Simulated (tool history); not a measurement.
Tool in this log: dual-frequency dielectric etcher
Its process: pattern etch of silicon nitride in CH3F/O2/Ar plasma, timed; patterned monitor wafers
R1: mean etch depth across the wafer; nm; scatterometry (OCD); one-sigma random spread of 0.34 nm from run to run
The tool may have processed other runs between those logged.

run 1 hour=0 | source_power_(kW)=0.53 bias_power_(kW)=0.06 etch_time_(s)=73 | R1=61.401
run 2 hour=5.6 | source_power_(kW)=0.55 bias_power_(kW)=0.06 etch_time_(s)=73 | R1=62.146
run 3 hour=13.5 | source_power_(kW)=0.55 bias_power_(kW)=0.05 etch_time_(s)=73 | R1=58.156
run 4 hour=18 | source_power_(kW)=0.57 bias_power_(kW)=0.051 etch_time_(s)=73 | R1=59.636
run 5 hour=25.7 | source_power_(kW)=0.57 bias_power_(kW)=0.046 etch_time_(s)=73 | R1=56.474
run 6 hour=27.7 | source_power_(kW)=0.57 bias_power_(kW)=0.037 etch_time_(s)=73 | R1=51.969
run 7 hour=28.6 | source_power_(kW)=0.59 bias_power_(kW)=0.04 etch_time_(s)=73 | R1=54.529
run 8 hour=36.4 | source_power_(kW)=0.61 bias_power_(kW)=0.042 etch_time_(s)=73 | R1=56.1
run 9 hour=40.2 | source_power_(kW)=0.62 bias_power_(kW)=0.044 etch_time_(s)=73 | R1=57.595

Run 10 is up next; what results do you expect?
run 10 hour=43.3 | source_power_(kW)=0.63 bias_power_(kW)=0.046 etch_time_(s)=73 | R1=?

{"run 10": {"R1": 59.369}}
